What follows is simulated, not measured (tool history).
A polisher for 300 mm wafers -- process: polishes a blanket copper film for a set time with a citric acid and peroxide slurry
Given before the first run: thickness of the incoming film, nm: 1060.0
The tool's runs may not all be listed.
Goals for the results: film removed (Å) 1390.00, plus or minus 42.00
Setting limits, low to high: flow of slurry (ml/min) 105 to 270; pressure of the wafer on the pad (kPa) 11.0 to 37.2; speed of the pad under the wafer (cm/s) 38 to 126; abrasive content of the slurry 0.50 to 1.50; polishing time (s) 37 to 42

| run | hour | flow of slurry (ml/min) | pressure of the wafer on the pad (kPa) | speed of the pad under the wafer (cm/s) | abrasive content of the slurry | polishing time (s) | film removed (Å) |
|---|---|---|---|---|---|---|---|
| 1 | 0.0 | 175 | 24.1 | 82 | 1.00 | 42 | 998.43 |
| 2 | 3.3 | 175 | 24.1 | 82 | 1.00 | 42 | 993.21 |
| 3 | 11.3 | 175 | 24.8 | 82 | 1.00 | 42 | 1036.50 |
| 4 | 16.6 | 175 | 24.8 | 82 | 0.90 | 42 | 996.81 |
| 5 | 22.9 | 175 | 24.8 | 82 | 0.75 | 42 | 947.20 |
| 6 | 31.6 | 175 | 25.5 | 82 | 0.75 | 42 | 1007.90 |
|  | 36.0 | slurry nozzle cleaned |
| 7 | 36.0 | 175 | 26.2 | 82 | 0.75 | 42 | 1067.10 |
| 8 | 44.3 | 175 | 26.9 | 82 | 0.75 | 42 | 1109.80 |
| 9 | 52.0 | 190 | 29.0 | 82 | 0.75 | 42 | 1190.70 |

Exercise: of the 4 proposed moves below, exactly one satisfies all targets within the stated allowed misses. Which move is it?
| A | 59.7 | 205 | 27.6 | 108 | 0.90 | 37 | ? |
| B | 59.7 | 200 | 30.3 | 80 | 0.70 | 37 | ? |
| C | 59.7 | 165 | 35.2 | 86 | 0.85 | 42 | ? |
| D | 59.7 | 205 | 28.3 | 78 | 0.70 | 38 | ? |

| move | film removed (Å) |
|---|---|
| A | 1380.80 |
| B | 1075.30 |
| C | 1531.40 |
| D | 1008.80 |
A: every result lands within tolerance
B: lands further from the targets than the last run did
C: moves the result that the last run missed by most past its target, out the other side
D: lands further from the targets than the last run did
Answer: A

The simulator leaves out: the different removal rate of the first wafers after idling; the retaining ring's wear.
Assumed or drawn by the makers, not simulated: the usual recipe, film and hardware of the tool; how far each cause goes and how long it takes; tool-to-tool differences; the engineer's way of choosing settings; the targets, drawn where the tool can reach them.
